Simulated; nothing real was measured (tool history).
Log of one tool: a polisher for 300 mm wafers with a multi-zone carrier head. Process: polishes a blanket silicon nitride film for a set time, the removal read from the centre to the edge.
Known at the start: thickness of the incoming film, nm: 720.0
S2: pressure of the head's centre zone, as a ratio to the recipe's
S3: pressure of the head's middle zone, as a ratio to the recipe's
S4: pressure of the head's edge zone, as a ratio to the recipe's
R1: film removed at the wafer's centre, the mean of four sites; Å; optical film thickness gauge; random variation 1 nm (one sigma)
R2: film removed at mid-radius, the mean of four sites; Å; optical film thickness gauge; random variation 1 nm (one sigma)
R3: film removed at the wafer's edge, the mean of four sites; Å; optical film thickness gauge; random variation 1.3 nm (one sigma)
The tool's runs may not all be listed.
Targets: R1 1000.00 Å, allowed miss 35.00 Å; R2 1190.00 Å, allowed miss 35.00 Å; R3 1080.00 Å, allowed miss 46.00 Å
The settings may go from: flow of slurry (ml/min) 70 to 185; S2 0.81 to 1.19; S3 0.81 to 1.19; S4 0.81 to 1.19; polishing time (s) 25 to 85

{"run": 1, "hour": 0.0, "flow of slurry (ml/min)": 120, "S2": 1.0, "S3": 1.0, "S4": 1.0, "polishing time (s)": 55, "R1": 892.54, "R2": 882.4, "R3": 867.83}
{"run": 2, "hour": 1.6, "flow of slurry (ml/min)": 145, "S2": 1.0, "S3": 1.0, "S4": 1.0, "polishing time (s)": 55, "R1": 933.28, "R2": 933.83, "R3": 876.56}
{"run": 3, "hour": 5.0, "flow of slurry (ml/min)": 145, "S2": 0.95, "S3": 1.0, "S4": 1.0, "polishing time (s)": 55, "R1": 902.86, "R2": 926.9, "R3": 905.92}
{"run": 4, "hour": 9.5, "flow of slurry (ml/min)": 150, "S2": 0.94, "S3": 1.04, "S4": 1.03, "polishing time (s)": 56, "R1": 903.07, "R2": 972.14, "R3": 931.62}
{"run": 5, "hour": 11.6, "flow of slurry (ml/min)": 155, "S2": 0.94, "S3": 1.07, "S4": 1.05, "polishing time (s)": 58, "R1": 945.03, "R2": 1034.0, "R3": 955.36}
{"run": 6, "hour": 19.3, "flow of slurry (ml/min)": 125, "S2": 0.94, "S3": 1.07, "S4": 1.05, "polishing time (s)": 58, "R1": 881.43, "R2": 1007.3, "R3": 939.18}
{"run": 7, "hour": 26.6, "flow of slurry (ml/min)": 135, "S2": 0.93, "S3": 1.08, "S4": 1.07, "polishing time (s)": 59, "R1": 925.24, "R2": 1041.6, "R3": 974.92}
{"run": 8, "hour": 31.6, "flow of slurry (ml/min)": 140, "S2": 0.92, "S3": 1.1, "S4": 1.09, "polishing time (s)": 60, "R1": 938.17, "R2": 1102.7, "R3": 1021.2}
{"run": 9, "hour": 32.2, "flow of slurry (ml/min)": 170, "S2": 0.93, "S3": 1.12, "S4": 1.11, "polishing time (s)": 60, "R1": 986.05, "R2": 1157.7, "R3": 1045.0}
{"run": 10, "hour": 35.5, "flow of slurry (ml/min)": 170, "S2": 0.93, "S3": 1.12, "S4": 1.11, "polishing time (s)": 60, "R1": 996.27, "R2": 1147.1, "R3": 1048.4}

Which of these 5 next moves meets every target?
{"run": "A", "hour": 38.8, "flow of slurry (ml/min)": 170, "S2": 0.92, "S3": 1.05, "S4": 1.17, "polishing time (s)": 59, "R1": "?", "R2": "?", "R3": "?"}
{"run": "B", "hour": 38.8, "flow of slurry (ml/min)": 180, "S2": 0.9, "S3": 1.11, "S4": 1.13, "polishing time (s)": 62, "R1": "?", "R2": "?", "R3": "?"}
{"run": "C", "hour": 38.8, "flow of slurry (ml/min)": 165, "S2": 0.97, "S3": 1.19, "S4": 1.06, "polishing time (s)": 59, "R1": "?", "R2": "?", "R3": "?"}
{"run": "D", "hour": 38.8, "flow of slurry (ml/min)": 165, "S2": 0.93, "S3": 1.06, "S4": 1.08, "polishing time (s)": 62, "R1": "?", "R2": "?", "R3": "?"}
{"run": "E", "hour": 38.8, "flow of slurry (ml/min)": 165, "S2": 0.89, "S3": 1.0, "S4": 1.19, "polishing time (s)": 64, "R1": "?", "R2": "?", "R3": "?"}

move=A R1=956.84 R2=1073.20 R3=1080.60
move=B R1=996.55 R2=1194.20 R3=1122.30
move=C R1=999.68 R2=1188.50 R3=1021.80
move=D R1=1009.60 R2=1131.00 R3=1085.70
move=E R1=1000.50 R2=1111.30 R3=1178.90
A: further off than the last run
B: meets every target
C: brings the result that was furthest off to its target, and leaves another outside
D: further off than the last run
E: further off than the last run
The right move is B.
